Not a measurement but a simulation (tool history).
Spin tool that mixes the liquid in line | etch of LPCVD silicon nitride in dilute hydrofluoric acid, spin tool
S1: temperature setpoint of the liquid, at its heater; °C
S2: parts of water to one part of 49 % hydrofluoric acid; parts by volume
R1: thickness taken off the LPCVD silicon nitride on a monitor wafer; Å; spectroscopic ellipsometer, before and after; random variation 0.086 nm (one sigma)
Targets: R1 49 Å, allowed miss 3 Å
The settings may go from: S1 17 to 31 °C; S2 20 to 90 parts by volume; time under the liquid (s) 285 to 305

run 1 hour=0 | S1=23 S2=50 time_under_the_liquid_(s)=285 | R1=23.819
run 2 hour=1.4 | S1=23 S2=50 time_under_the_liquid_(s)=305 | R1=25.13
run 3 hour=3.1 | S1=25 S2=45 time_under_the_liquid_(s)=305 | R1=32.687
run 4 hour=7.8 | S1=25 S2=35 time_under_the_liquid_(s)=305 | R1=40.784
run 5 hour=9.3 | S1=25.5 S2=35 time_under_the_liquid_(s)=305 | R1=43.616
run 6 hour=11.3 | S1=26 S2=35 time_under_the_liquid_(s)=305 | R1=44.724
run 7 hour=14.4 | S1=26.5 S2=35 time_under_the_liquid_(s)=305 | R1=44.588
run 8 hour=20.6 | S1=26.5 S2=35 time_under_the_liquid_(s)=305 | R1=44.925

4 next moves are on the table. One of them brings every result within its allowed miss. Which?
run A hour=26.8 | S1=27.5 S2=35 time_under_the_liquid_(s)=305 | R1=?
run B hour=26.8 | S1=23.5 S2=30 time_under_the_liquid_(s)=285 | R1=?
run C hour=26.8 | S1=29.5 S2=45 time_under_the_liquid_(s)=290 | R1=?
run D hour=26.8 | S1=26.5 S2=40 time_under_the_liquid_(s)=285 | R1=?

move=A R1=50.313
move=B R1=41.539
move=C R1=42.745
move=D R1=38.591
A: meets every target
B: further off than the last run
C: further off than the last run
D: further off than the last run
Move A is the one to make.
